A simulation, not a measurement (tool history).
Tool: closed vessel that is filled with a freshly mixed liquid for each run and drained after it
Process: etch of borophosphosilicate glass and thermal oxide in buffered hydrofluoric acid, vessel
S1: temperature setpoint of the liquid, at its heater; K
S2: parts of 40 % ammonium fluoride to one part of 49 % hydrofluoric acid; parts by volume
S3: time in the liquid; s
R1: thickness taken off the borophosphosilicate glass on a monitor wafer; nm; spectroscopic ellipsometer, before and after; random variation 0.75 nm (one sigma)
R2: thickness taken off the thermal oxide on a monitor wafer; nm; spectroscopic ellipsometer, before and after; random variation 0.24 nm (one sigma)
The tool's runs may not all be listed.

| run | hour | S1 | S2 | S3 | R1 | R2 |
|---|---|---|---|---|---|---|
| 1 | 0.0 | 294.15 | 20.5 | 60 | 61.002 | 29.878 |
| 2 | 4.8 | 296.15 | 20.5 | 60 | 69.827 | 33.361 |
| 3 | 10.8 | 293.15 | 20.5 | 60 | 57.816 | 28.357 |
| 4 | 15.3 | 295.15 | 20.5 | 60 | 65.684 | 31.483 |
| 5 | 23.7 | 296.65 | 20.5 | 60 | 71.030 | 34.358 |
| 6 | 30.1 | 296.65 | 24.0 | 60 | 63.653 | 30.674 |
| 7 | 31.0 | 298.15 | 24.0 | 60 | 68.325 | 33.169 |

Forecast run 8:
| 8 | 38.5 | 299.65 | 24.0 | 60 | ? | ? |

{"run 8": {"R1": 74.286, "R2": 36.18}}

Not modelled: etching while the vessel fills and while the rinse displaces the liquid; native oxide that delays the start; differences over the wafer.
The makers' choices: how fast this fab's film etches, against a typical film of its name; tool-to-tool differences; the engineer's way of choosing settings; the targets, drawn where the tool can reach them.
